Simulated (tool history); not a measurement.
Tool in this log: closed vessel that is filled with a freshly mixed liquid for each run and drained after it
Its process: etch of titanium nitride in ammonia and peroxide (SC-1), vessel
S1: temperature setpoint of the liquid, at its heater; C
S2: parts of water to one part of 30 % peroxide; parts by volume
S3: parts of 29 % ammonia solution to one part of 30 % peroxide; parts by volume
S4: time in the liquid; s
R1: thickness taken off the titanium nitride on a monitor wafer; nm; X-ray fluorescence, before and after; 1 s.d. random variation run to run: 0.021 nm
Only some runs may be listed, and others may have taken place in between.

run	hour	S1	S2	S3	S4	R1
1	0	50	16	0.5	200	8.7813
2	0.8	48	16.5	0.5	200	7.6135
3	7.2	48	16.5	0.5	220	8.3051
4	9	48	16.5	0.5	220	8.1984
5	10.5	54	16.5	0.5	220	12.48
6	18.7	51.5	17.5	0.5	220	10.229
7	26	51.5	17.5	0.5	220	10.137
8	34.2	49.5	18.5	0.5	220	8.6587
9	42.5	41.5	25	0.5	220	4.1139

What does the tool deliver on the next run?
10	50.7	41	25	0.5	220	?

R1: 3.9688 nm
